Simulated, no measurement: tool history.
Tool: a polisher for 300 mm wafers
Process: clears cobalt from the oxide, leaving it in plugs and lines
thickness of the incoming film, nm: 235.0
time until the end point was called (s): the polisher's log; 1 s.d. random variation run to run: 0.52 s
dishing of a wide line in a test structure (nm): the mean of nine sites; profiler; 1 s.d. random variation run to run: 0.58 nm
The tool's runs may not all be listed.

run	hour	flow of slurry (ml/min)	pressure of the wafer on the pad (kPa)	speed of the pad under the wafer (cm/s)	overpolish time after the end point (s)	time until the end point was called (s)	dishing of a wide line in a test structure (nm)
1	0	130	9.7	88	28	69.32	38.801
2	7.2	130	9.7	80	28	72.598	36.998
3	15.9	135	10.3	80	28	67.446	39.319
4	20.9	135	10.3	80	22	69.646	35.523
5	24	140	11	80	22	64.087	35.811
6	24.8	140	11.7	80	23	60.587	38.045

Estimate the outcome of run 7 from the log above:
7	33.3	160	14.5	82	24	?	?

{"run 7": {"time until the end point was called (s)": 47.06, "dishing of a wide line in a test structure (nm)": 41.598}}
